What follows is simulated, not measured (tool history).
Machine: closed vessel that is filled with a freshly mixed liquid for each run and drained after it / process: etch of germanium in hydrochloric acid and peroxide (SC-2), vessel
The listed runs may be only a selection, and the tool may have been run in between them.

run  hour  temperature setpoint of the liquid (C)  parts of water to one part each of 37 % hydrochloric acid and 30 % peroxide (parts by volume)  time in the liquid (s)  thickness taken off the germanium on a monitor wafer (Å)
  1     0                                      45                                                                                            6.5                      85                                                    1629.8
  2     8                                    44.5                                                                                            6.5                      85                                                    1597.8
  3  13.3                                    44.5                                                                                              5                      85                                                    1624.5
  4  14.9                                    44.5                                                                                              4                      85                                                    1614.2
  5  21.6                                      44                                                                                              4                      85                                                    1611.2
  6  27.9                                      38                                                                                              4                      85                                                    1302.2
  7  30.2                                      39                                                                                              4                      85                                                    1349.4

What does the tool deliver on the next run?
  8  31.6                                    39.5                                                                                              4                      85                                                         ?

{"run 8": {"thickness taken off the germanium on a monitor wafer (Å)": 1364.2}}
